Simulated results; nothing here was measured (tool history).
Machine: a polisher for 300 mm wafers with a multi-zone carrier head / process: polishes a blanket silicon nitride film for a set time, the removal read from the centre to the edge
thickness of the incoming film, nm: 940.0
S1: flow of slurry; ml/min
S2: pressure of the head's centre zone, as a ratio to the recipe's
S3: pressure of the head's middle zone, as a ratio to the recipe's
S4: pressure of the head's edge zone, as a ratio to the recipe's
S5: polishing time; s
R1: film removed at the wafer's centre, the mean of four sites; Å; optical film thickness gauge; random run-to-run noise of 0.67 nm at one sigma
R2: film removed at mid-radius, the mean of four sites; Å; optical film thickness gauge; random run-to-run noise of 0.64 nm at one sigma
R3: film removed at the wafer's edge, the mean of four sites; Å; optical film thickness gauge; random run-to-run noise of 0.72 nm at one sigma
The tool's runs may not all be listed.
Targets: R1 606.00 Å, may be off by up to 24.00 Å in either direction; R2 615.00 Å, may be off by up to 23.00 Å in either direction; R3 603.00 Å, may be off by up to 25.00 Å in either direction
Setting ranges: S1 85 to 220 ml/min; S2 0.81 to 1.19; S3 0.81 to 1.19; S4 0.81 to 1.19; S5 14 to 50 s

| run | hour | S1 | S2 | S3 | S4 | S5 | R1 | R2 | R3 |
|---|---|---|---|---|---|---|---|---|---|
| 1 | 0.0 | 140 | 1.00 | 1.00 | 1.00 | 32 | 748.37 | 742.76 | 716.05 |
| 2 | 2.9 | 140 | 0.92 | 1.00 | 1.00 | 32 | 695.29 | 742.73 | 695.07 |
| 3 | 6.3 | 140 | 0.92 | 1.00 | 1.00 | 26 | 562.85 | 603.32 | 555.62 |
| 4 | 8.1 | 140 | 0.92 | 1.00 | 1.00 | 19 | 410.24 | 438.36 | 413.79 |
| 5 | 9.1 | 120 | 0.92 | 1.00 | 1.00 | 19 | 408.37 | 429.53 | 403.41 |
| 6 | 16.6 | 120 | 0.99 | 1.00 | 1.00 | 19 | 422.50 | 431.21 | 408.64 |
| 7 | 22.7 | 160 | 1.07 | 1.05 | 1.10 | 28 | 697.04 | 674.71 | 648.49 |
| 8 | 26.2 | 155 | 1.06 | 1.05 | 1.10 | 28 | 682.86 | 689.38 | 645.56 |
| 9 | 29.0 | 115 | 1.03 | 0.96 | 1.09 | 27 | 604.34 | 566.91 | 600.40 |
| 10 | 37.8 | 115 | 1.03 | 0.97 | 1.09 | 27 | 598.86 | 567.98 | 594.00 |
|  | 38.4 | edge zone pressure recalibrated |
| 11 | 38.4 | 115 | 1.03 | 0.98 | 1.09 | 27 | 594.45 | 585.37 | 622.90 |
| 12 | 41.5 | 115 | 1.03 | 0.98 | 1.08 | 27 | 609.90 | 573.99 | 617.13 |
| 13 | 42.6 | 120 | 1.02 | 0.98 | 1.08 | 27 | 593.83 | 594.88 | 625.36 |
| 14 | 47.1 | 130 | 1.02 | 1.00 | 1.06 | 27 | 623.88 | 619.23 | 624.22 |

Which one of the following 5 next-run settings gets every result inside its allowed miss? There is exactly one.
| A | 51.6 | 145 | 0.99 | 1.01 | 0.99 | 26 | ? | ? | ? |
| B | 51.6 | 175 | 1.01 | 0.95 | 1.04 | 27 | ? | ? | ? |
| C | 51.6 | 200 | 1.03 | 0.99 | 0.95 | 26 | ? | ? | ? |
| D | 51.6 | 115 | 0.90 | 1.01 | 1.11 | 29 | ? | ? | ? |
| E | 51.6 | 120 | 1.10 | 0.98 | 1.07 | 28 | ? | ? | ? |

| move | R1 | R2 | R3 |
|---|---|---|---|
| A | 595.69 | 608.27 | 591.61 |
| B | 652.31 | 621.45 | 646.12 |
| C | 652.16 | 632.84 | 604.71 |
| D | 585.64 | 642.55 | 671.95 |
| E | 657.06 | 611.13 | 642.06 |
A: meets every target
B: lands further from the targets than the last run did
C: brings the last run's worst result on target, with another outside its allowed miss
D: lands further from the targets than the last run did
E: lands further from the targets than the last run did
Go with A: it meets all targets.

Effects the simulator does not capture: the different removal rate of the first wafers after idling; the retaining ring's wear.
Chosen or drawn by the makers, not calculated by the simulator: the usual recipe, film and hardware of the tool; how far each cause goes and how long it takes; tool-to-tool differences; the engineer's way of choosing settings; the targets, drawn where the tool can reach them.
